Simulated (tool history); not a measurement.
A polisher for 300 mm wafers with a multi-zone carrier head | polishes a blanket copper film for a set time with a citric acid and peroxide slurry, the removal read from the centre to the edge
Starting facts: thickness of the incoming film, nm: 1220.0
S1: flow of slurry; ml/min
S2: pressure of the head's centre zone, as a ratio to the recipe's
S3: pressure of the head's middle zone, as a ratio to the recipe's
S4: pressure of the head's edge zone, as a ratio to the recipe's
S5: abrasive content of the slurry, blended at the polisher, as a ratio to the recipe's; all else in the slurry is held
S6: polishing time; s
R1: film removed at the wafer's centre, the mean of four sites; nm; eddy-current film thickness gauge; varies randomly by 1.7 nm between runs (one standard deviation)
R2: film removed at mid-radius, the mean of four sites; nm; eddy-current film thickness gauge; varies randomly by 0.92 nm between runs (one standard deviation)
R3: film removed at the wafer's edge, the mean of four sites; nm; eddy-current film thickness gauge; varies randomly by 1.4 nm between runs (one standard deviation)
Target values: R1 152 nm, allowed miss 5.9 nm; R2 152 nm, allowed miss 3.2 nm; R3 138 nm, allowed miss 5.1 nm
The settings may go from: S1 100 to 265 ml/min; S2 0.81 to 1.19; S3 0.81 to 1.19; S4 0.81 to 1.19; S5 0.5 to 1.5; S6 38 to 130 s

run	hour	S1	S2	S3	S4	S5	S6	R1	R2	R3
1	0	170	1	1	1	1	84	146.79	144.28	150.47
2	1.6	170	1	0.94	1	1	84	144.01	138.8	151.65
3	8.7	140	1	0.94	1	1	84	137.61	130.67	146.76
4	15.1	140	1	0.94	1	1.15	84	140.42	132.85	147.75
5	18	140	1.07	0.94	1	1.15	84	150.49	133.49	146.6
6	21	140	1.03	0.94	1	1.15	84	142.61	134.6	146.57
7	29.9	150	1.03	0.96	0.97	1.15	83	146.8	137.95	144.67
8	37.3	160	1.03	0.98	0.95	1.1	82	145.74	141.11	141.69
# hour 45.1: slurry nozzle cleaned
9	45.1	165	1.03	0.99	0.94	1.1	82	163.53	156.41	154.52

Next run, 5 choices. One meets every target within its allowed miss, the rest don't. Which?
A	52.9	190	1.05	1.08	0.95	0.9	75	?	?	?
B	52.9	180	1.06	1.02	0.94	0.85	83	?	?	?
C	52.9	130	1.18	1.01	0.91	1.35	81	?	?	?
D	52.9	165	1.1	0.95	1.03	0.75	95	?	?	?
E	52.9	190	1.02	0.97	0.86	0.75	86	?	?	?

move	R1	R2	R3
A	150.33	152.72	139.49
B	164.3	157.86	151.11
C	178.72	155.75	151.1
D	186.72	163.74	174.83
E	162.37	154.76	148.07
A: all results in spec
B: moves toward the targets from the last run without getting all of them in spec
C: misses by more than the last run did
D: misses by more than the last run did
E: moves toward the targets from the last run without getting all of them in spec
The right move is A.
